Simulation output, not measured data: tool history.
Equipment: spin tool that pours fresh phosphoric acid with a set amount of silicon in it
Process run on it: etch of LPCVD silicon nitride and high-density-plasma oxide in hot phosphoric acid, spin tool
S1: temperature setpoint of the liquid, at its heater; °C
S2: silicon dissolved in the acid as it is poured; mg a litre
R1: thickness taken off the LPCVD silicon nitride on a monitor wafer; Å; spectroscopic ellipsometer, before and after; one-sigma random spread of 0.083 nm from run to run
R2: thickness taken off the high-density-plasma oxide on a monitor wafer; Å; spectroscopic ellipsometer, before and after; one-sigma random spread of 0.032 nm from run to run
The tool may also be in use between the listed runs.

{"run": 1, "hour": 0.0, "S1": 162, "S2": 10, "time under the liquid (s)": 180, "R1": 160.61, "R2": 3.6729}
{"run": 2, "hour": 3.9, "S1": 163.5, "S2": 10, "time under the liquid (s)": 180, "R1": 166.99, "R2": 3.6695}
{"run": 3, "hour": 10.4, "S1": 165, "S2": 10, "time under the liquid (s)": 180, "R1": 176.47, "R2": 5.7062}
{"run": 4, "hour": 14.9, "S1": 165, "S2": 15.5, "time under the liquid (s)": 180, "R1": 177.62, "R2": 4.3362}
{"run": 5, "hour": 18.7, "S1": 165, "S2": 18, "time under the liquid (s)": 180, "R1": 176.93, "R2": 4.2117}
{"run": 6, "hour": 22.8, "S1": 164.5, "S2": 15, "time under the liquid (s)": 170, "R1": 165.24, "R2": 3.6496}
{"run": 7, "hour": 27.6, "S1": 164, "S2": 12, "time under the liquid (s)": 165, "R1": 155.99, "R2": 4.1607}
{"run": 8, "hour": 31.8, "S1": 163.5, "S2": 10.5, "time under the liquid (s)": 160, "R1": 150.06, "R2": 3.3649}
{"run": 9, "hour": 35.9, "S1": 163.5, "S2": 8.5, "time under the liquid (s)": 155, "R1": 145.25, "R2": 4.2797}

Estimate the outcome of run 10 from the log above:
{"run": 10, "hour": 37.6, "S1": 163.5, "S2": 8, "time under the liquid (s)": 155, "R1": "?", "R2": "?"}

R1: 145.2 Å
R2: 4.0769 Å
